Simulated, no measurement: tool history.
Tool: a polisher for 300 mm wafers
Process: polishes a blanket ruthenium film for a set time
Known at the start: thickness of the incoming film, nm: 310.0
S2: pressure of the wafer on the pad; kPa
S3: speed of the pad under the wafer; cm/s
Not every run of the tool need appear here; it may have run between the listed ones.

run 1 hour=0 | flow_of_slurry_(ml/min)=235 S2=11 S3=90 polishing_time_(s)=65 | film_removed_(nm)=54.704
run 2 hour=8.7 | flow_of_slurry_(ml/min)=235 S2=8.3 S3=90 polishing_time_(s)=65 | film_removed_(nm)=39.034
run 3 hour=9.6 | flow_of_slurry_(ml/min)=235 S2=9.7 S3=90 polishing_time_(s)=65 | film_removed_(nm)=47.089
run 4 hour=15.6 | flow_of_slurry_(ml/min)=235 S2=6.9 S3=90 polishing_time_(s)=65 | film_removed_(nm)=34.257
run 5 hour=18.5 | flow_of_slurry_(ml/min)=235 S2=4.8 S3=90 polishing_time_(s)=65 | film_removed_(nm)=24.1
run 6 hour=23.8 | flow_of_slurry_(ml/min)=290 S2=4.8 S3=90 polishing_time_(s)=65 | film_removed_(nm)=24.562
run 7 hour=27.5 | flow_of_slurry_(ml/min)=290 S2=6.9 S3=90 polishing_time_(s)=65 | film_removed_(nm)=34.444

What will run 8 give?
run 8 hour=32.2 | flow_of_slurry_(ml/min)=295 S2=8.3 S3=90 polishing_time_(s)=65 | film_removed_(nm)=?

film removed (nm): 41.258

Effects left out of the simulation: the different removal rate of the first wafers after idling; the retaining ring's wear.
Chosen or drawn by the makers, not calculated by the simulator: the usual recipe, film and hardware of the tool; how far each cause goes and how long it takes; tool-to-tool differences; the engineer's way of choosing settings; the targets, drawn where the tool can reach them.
